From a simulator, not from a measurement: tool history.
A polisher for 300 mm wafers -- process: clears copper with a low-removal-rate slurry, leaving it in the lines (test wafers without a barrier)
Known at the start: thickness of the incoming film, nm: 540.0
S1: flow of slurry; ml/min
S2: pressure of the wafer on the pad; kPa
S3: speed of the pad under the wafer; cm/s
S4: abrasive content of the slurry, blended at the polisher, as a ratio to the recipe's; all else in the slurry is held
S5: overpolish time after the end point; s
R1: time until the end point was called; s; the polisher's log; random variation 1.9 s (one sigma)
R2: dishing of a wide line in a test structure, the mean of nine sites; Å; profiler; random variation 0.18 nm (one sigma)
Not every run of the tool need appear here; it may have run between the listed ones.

| run | day | S1 | S2 | S3 | S4 | S5 | R1 | R2 |
|---|---|---|---|---|---|---|---|---|
| 1 | 0 | 205 | 21.4 | 108 | 1 | 19 | 132.46 | 226.73 |
| 2 | 0.075 | 205 | 21.4 | 108 | 1.15 | 19 | 126.24 | 221.53 |
| 3 | 0.146 | 185 | 21.4 | 108 | 1.15 | 19 | 131.1 | 219.45 |
| 4 | 0.233 | 185 | 24.8 | 108 | 1.15 | 19 | 117.22 | 231.31 |
| 5 | 0.592 | 185 | 24.8 | 108 | 1.15 | 13 | 119.12 | 209.52 |
| 6 | 0.738 | 175 | 22.8 | 112 | 1.2 | 12 | 118.58 | 197.12 |
| 7 | 0.933 | 170 | 20.7 | 114 | 1.25 | 11 | 128.05 | 186.38 |
| 8 | 1.246 | 165 | 19.3 | 118 | 1.3 | 10 | 128.78 | 176.35 |

What will run 9 give?
| 9 | 1.388 | 160 | 17.9 | 122 | 1.35 | 9 | ? | ? |

Logged for run 9: R1 134.39 s, R2 169.5 Å.
